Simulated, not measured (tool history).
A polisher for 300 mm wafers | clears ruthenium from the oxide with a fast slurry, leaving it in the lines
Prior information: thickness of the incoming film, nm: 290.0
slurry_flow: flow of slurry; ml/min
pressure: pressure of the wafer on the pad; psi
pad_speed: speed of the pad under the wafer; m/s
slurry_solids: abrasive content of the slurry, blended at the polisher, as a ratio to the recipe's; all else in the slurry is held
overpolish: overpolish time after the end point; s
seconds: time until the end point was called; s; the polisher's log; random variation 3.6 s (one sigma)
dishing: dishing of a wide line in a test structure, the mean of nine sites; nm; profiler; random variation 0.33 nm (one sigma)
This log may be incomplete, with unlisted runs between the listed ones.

run,hour,slurry_flow,pressure,pad_speed,slurry_solids,overpolish,seconds,dishing
1,0,230,1.8,1.02,1,26,89.661,37.187
2,6.7,230,1.7,0.96,1,23,98.189,33.65
3,9.6,230,1.7,0.96,1,18,104.06,29.934
4,16.1,230,1.6,0.92,1,16,108.67,25.538
5,18.2,230,1.5,0.88,1,17,117.67,26.119
6,18.9,230,1.5,0.88,1,27,119.26,33.53
7,21.9,230,1.4,0.84,1,25,129.46,32.106
8,25.4,230,1.4,0.8,1,22,141.13,28.642

Estimate the outcome of run 9 from the log above:
9,32.3,240,1.1,0.56,1.15,9,?,?

seconds: 207.55 s
dishing: 10.253 nm
